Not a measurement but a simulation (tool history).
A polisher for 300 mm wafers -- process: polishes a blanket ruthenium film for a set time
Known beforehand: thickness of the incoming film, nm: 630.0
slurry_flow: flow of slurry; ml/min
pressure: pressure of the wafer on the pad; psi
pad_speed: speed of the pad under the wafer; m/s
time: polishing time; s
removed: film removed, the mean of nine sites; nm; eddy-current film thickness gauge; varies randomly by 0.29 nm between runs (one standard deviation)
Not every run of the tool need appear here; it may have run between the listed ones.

run,hour,slurry_flow,pressure,pad_speed,time,removed
1,0.0,165,2.4,0.82,32,38.360
2,5.8,165,2.4,0.66,32,32.314
3,14.0,165,2.4,0.80,32,37.692
4,20.6,180,2.5,0.80,32,39.286
5,25.0,180,2.6,0.80,32,40.697
6,25.8,180,2.7,0.80,32,42.235
7,28.1,185,2.8,0.80,32,43.513

For run 8, what comes out?
8,35.1,185,2.9,0.80,32,?

removed: 44.683 nm
